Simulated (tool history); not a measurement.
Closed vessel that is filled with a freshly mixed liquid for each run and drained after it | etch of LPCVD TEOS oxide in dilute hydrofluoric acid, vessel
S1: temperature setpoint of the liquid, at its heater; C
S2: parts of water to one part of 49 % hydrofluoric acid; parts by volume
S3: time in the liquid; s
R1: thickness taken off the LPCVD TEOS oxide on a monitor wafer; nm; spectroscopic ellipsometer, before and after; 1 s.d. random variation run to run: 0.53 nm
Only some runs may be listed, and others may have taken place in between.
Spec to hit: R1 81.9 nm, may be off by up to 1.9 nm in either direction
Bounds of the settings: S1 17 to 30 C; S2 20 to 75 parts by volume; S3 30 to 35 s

Run 1, hour 0: S1 22 C, S2 45 parts by volume, S3 35 s. Result: R1 37.783 nm.
Run 2, hour 5.5: S1 23.5 C, S2 45 parts by volume, S3 35 s. Result: R1 39.883 nm.
Run 3, hour 6.6: S1 26 C, S2 45 parts by volume, S3 35 s. Result: R1 44.229 nm.
Run 4, hour 13.3: S1 26 C, S2 60 parts by volume, S3 35 s. Result: R1 32.674 nm.
Run 5, hour 17.4: S1 26.5 C, S2 55 parts by volume, S3 35 s. Result: R1 36.275 nm.
Run 6, hour 18.2: S1 26.5 C, S2 55 parts by volume, S3 30 s. Result: R1 31.268 nm.
Run 7, hour 21.2: S1 30 C, S2 40 parts by volume, S3 30 s. Result: R1 50.756 nm.
Run 8, hour 23.3: S1 30 C, S2 35 parts by volume, S3 30 s. Result: R1 58.144 nm.
Run 9, hour 31.1: S1 30 C, S2 30 parts by volume, S3 30 s. Result: R1 68.491 nm.

Next run, 5 choices. One meets every target within its allowed miss, the rest don't. Which?
Run A, hour 38.9: S1 27 C, S2 25 parts by volume, S3 35 s. Result: R1 ?.
Run B, hour 38.9: S1 29 C, S2 25 parts by volume, S3 35 s. Result: R1 ?.
Run C, hour 38.9: S1 29 C, S2 30 parts by volume, S3 35 s. Result: R1 ?.
Run D, hour 38.9: S1 30 C, S2 25 parts by volume, S3 30 s. Result: R1 ?.
Run E, hour 38.9: S1 28.5 C, S2 35 parts by volume, S3 30 s. Result: R1 ?.

move      R1
   A  84.272
   B  91.442
   C  75.615
   D  81.609
   E  54.032
A: takes the biggest miss from the last run beyond its target
B: takes the biggest miss from the last run beyond its target
C: an improvement on the last run, though not all results are within tolerance
D: every result within its allowed miss
E: moves away from the targets compared with the last run
Answer: D
